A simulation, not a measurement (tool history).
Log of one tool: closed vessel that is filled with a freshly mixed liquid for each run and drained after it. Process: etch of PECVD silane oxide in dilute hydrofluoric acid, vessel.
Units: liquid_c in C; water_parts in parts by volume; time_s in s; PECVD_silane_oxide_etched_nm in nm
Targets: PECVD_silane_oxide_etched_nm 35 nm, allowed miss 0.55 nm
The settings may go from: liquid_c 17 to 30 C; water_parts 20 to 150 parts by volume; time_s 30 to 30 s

run	hour	liquid_c	water_parts	time_s	PECVD_silane_oxide_etched_nm
1	0	22	85	30	13.58
2	0.9	22	60	30	19.92
3	7.4	20	60	30	18.37
4	12.5	20	80	30	13.419
5	20.9	17	80	30	11.839
6	26.5	19.5	75	30	14.068
7	32.8	21.5	70	30	16.471
8	41.9	23	65	30	18.923
9	44	24.5	60	30	22.119
10	49.7	25.5	55	30	25.204
11	56	26.5	55	30	26.21
12	58.7	30	40	30	43.117
13	67.7	26.5	40	30	36.989
14	70.3	25.5	40	30	35.841

Which of these 5 next moves meets every target?
A	72.9	30	50	30	?
B	72.9	25	40	30	?
C	72.9	27.5	45	30	?
D	72.9	27	45	30	?
E	72.9	24.5	40	30	?

move	PECVD_silane_oxide_etched_nm
A	33.656
B	34.913
C	34.114
D	33.434
E	34.2
A: takes the result that was furthest off past its target
B: meets every target
C: takes the result that was furthest off past its target
D: takes the result that was furthest off past its target
E: takes the result that was furthest off past its target
Answer: B
